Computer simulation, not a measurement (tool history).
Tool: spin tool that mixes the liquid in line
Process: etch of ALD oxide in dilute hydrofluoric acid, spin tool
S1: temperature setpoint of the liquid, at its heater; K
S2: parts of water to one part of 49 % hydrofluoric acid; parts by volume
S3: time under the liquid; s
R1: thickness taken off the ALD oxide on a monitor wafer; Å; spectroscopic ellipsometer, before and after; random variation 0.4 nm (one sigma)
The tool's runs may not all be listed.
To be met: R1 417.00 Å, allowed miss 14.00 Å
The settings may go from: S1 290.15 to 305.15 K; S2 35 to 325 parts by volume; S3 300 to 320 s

{"run": 1, "day": 0.0, "S1": 297.15, "S2": 180, "S3": 300, "R1": 322.48}
{"run": 2, "day": 0.183, "S1": 294.15, "S2": 180, "S3": 300, "R1": 283.53}
{"run": 3, "day": 0.5, "S1": 295.15, "S2": 180, "S3": 300, "R1": 299.81}
{"run": 4, "day": 0.617, "S1": 295.15, "S2": 240, "S3": 300, "R1": 210.51}
{"run": 5, "day": 0.775, "S1": 296.15, "S2": 235, "S3": 300, "R1": 223.62}
{"run": 6, "day": 0.842, "S1": 296.15, "S2": 205, "S3": 300, "R1": 261.36}
{"run": 7, "day": 1.046, "S1": 297.15, "S2": 200, "S3": 300, "R1": 285.22}
{"run": 8, "day": 1.4, "S1": 297.65, "S2": 200, "S3": 300, "R1": 288.64}
{"run": 9, "day": 1.608, "S1": 298.15, "S2": 200, "S3": 300, "R1": 296.61}
{"run": 10, "day": 1.929, "S1": 302.15, "S2": 185, "S3": 300, "R1": 381.19}

5 next moves are on the table. One of them brings every result within its allowed miss. Which?
{"run": "A", "day": 2.25, "S1": 302.15, "S2": 180, "S3": 320, "R1": "?"}
{"run": "B", "day": 2.25, "S1": 299.15, "S2": 185, "S3": 305, "R1": "?"}
{"run": "C", "day": 2.25, "S1": 304.65, "S2": 190, "S3": 300, "R1": "?"}
{"run": "D", "day": 2.25, "S1": 303.65, "S2": 200, "S3": 305, "R1": "?"}
{"run": "E", "day": 2.25, "S1": 300.15, "S2": 175, "S3": 300, "R1": "?"}

move=A R1=409.52
move=B R1=338.88
move=C R1=391.89
move=D R1=361.15
move=E R1=369.74
A: meets every target
B: further off than the last run
C: nearer than the last run, and not there yet
D: further off than the last run
E: further off than the last run
Move A is the one to make.
